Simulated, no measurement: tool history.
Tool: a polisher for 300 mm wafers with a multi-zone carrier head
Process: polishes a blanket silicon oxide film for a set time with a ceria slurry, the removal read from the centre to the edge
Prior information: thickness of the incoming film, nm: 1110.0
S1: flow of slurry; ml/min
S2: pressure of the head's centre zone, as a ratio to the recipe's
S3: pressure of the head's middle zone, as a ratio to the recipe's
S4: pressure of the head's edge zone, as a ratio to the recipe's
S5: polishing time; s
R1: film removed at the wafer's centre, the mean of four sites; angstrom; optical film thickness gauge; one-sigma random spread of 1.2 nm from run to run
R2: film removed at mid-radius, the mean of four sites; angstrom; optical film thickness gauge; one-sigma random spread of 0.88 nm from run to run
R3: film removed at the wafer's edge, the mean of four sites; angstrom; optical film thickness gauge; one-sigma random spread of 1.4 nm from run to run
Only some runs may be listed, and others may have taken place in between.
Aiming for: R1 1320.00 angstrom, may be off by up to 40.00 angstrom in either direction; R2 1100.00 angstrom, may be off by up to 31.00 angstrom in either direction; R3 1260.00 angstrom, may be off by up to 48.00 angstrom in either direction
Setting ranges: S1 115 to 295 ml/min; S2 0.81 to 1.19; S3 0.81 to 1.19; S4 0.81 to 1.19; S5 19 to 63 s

run,hour,S1,S2,S3,S4,S5,R1,R2,R3
1,0.0,190,1.00,1.00,1.00,41,943.69,930.20,940.49
2,2.9,190,0.97,1.00,1.00,41,912.92,930.41,928.83
3,10.3,190,1.03,1.00,1.00,41,962.42,919.92,922.52
4,16.8,200,1.05,0.99,1.04,43,1043.80,978.59,1020.50
5,17.6,215,1.08,0.99,1.07,44,1094.60,996.03,1030.20
6,22.7,215,1.14,0.99,1.07,44,1173.80,999.27,1050.80
7,30.7,210,1.14,0.98,1.09,46,1232.80,1037.10,1088.90
8,39.4,220,1.13,0.96,1.12,47,1252.70,1057.50,1163.60
# hour 42.1: worn pad replaced by a new one
9,42.1,220,1.13,0.96,1.12,47,1370.70,1172.70,1280.20
10,44.6,210,1.13,0.95,1.11,47,1391.00,1164.30,1245.70
11,48.7,210,1.13,0.95,1.11,47,1383.40,1167.30,1263.40
12,51.0,220,1.13,0.95,1.12,47,1395.50,1156.90,1299.50
13,58.4,225,1.13,0.95,1.12,47,1398.50,1160.30,1291.20
14,63.6,230,1.13,0.95,1.13,46,1360.40,1158.10,1272.70

Which of these 4 next moves meets every target?
A,68.8,250,1.02,0.88,1.12,49,?,?,?
B,68.8,200,1.18,0.85,1.17,46,?,?,?
C,68.8,205,1.11,1.02,1.15,46,?,?,?
D,68.8,280,1.08,0.86,1.10,46,?,?,?

move,R1,R2,R3
A,1341.40,1181.40,1349.50
B,1421.80,1064.60,1274.40
C,1341.80,1173.90,1263.70
D,1349.60,1107.60,1265.60
A: moves away from the targets compared with the last run
B: pushes the last run's worst result past its target
C: moves away from the targets compared with the last run
D: hits every target within its allowed miss
D meets every target.

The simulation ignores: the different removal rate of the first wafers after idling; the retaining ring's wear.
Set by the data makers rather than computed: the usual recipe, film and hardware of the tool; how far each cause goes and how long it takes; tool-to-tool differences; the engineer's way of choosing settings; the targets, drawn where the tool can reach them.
